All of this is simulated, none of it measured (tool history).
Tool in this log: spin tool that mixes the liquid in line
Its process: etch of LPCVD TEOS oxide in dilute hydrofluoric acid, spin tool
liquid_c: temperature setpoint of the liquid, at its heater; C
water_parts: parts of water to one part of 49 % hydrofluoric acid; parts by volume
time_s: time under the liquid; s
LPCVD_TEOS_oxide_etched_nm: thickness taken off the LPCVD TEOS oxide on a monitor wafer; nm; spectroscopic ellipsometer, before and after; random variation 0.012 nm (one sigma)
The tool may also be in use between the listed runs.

Run 1, hour 0: liquid_c 23 C, water_parts 115 parts by volume, time_s 60 s. Result: LPCVD_TEOS_oxide_etched_nm 8.3213 nm.
Run 2, hour 8.8: liquid_c 23 C, water_parts 115 parts by volume, time_s 40 s. Result: LPCVD_TEOS_oxide_etched_nm 5.5935 nm.
Run 3, hour 12: liquid_c 23 C, water_parts 115 parts by volume, time_s 60 s. Result: LPCVD_TEOS_oxide_etched_nm 8.3585 nm.
Run 4, hour 20.9: liquid_c 21.5 C, water_parts 130 parts by volume, time_s 60 s. Result: LPCVD_TEOS_oxide_etched_nm 6.8605 nm.
Run 5, hour 28.8: liquid_c 21.5 C, water_parts 130 parts by volume, time_s 60 s. Result: LPCVD_TEOS_oxide_etched_nm 6.8433 nm.
Run 6, hour 36.1: liquid_c 20.5 C, water_parts 150 parts by volume, time_s 60 s. Result: LPCVD_TEOS_oxide_etched_nm 5.6182 nm.
Run 7, hour 43.1: liquid_c 19.5 C, water_parts 165 parts by volume, time_s 60 s. Result: LPCVD_TEOS_oxide_etched_nm 4.8013 nm.
Run 8, hour 48.3: liquid_c 19 C, water_parts 175 parts by volume, time_s 60 s. Result: LPCVD_TEOS_oxide_etched_nm 4.4032 nm.
Run 9, hour 56.4: liquid_c 19 C, water_parts 175 parts by volume, time_s 60 s. Result: LPCVD_TEOS_oxide_etched_nm 4.408 nm.
Run 10, hour 61.2: liquid_c 18.5 C, water_parts 180 parts by volume, time_s 60 s. Result: LPCVD_TEOS_oxide_etched_nm 4.1645 nm.

What will run 11 give?
Run 11, hour 61.9: liquid_c 18 C, water_parts 185 parts by volume, time_s 60 s. Result: LPCVD_TEOS_oxide_etched_nm ?.

LPCVD_TEOS_oxide_etched_nm: 3.9482 nm
